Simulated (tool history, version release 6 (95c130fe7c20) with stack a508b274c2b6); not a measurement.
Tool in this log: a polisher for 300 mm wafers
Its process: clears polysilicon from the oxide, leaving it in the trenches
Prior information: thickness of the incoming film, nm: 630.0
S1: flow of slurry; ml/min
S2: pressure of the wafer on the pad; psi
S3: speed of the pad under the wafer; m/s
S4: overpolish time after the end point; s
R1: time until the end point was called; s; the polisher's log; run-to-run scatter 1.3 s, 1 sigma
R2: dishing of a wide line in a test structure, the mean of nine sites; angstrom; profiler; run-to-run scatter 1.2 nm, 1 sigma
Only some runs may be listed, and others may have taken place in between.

run  hour   S1   S2    S3  S4      R1      R2
  1   0.0  130  1.9  0.82  22  79.829  741.88
  2   2.8  130  1.9  0.70  22  91.159  704.69
  3   5.1  105  1.9  0.70  22  96.580  693.66
  4   6.0  105  1.9  0.70  28  96.192  743.33
  5   6.5  105  1.9  0.70  29  95.672  752.08
  6  11.4  105  1.9  0.70  30  94.680  773.72

What will run 7 give?
  7  19.3  100  1.8  0.70  31   ?   ?

{"run 7": {"R1": 102.36, "R2": 745.17}}

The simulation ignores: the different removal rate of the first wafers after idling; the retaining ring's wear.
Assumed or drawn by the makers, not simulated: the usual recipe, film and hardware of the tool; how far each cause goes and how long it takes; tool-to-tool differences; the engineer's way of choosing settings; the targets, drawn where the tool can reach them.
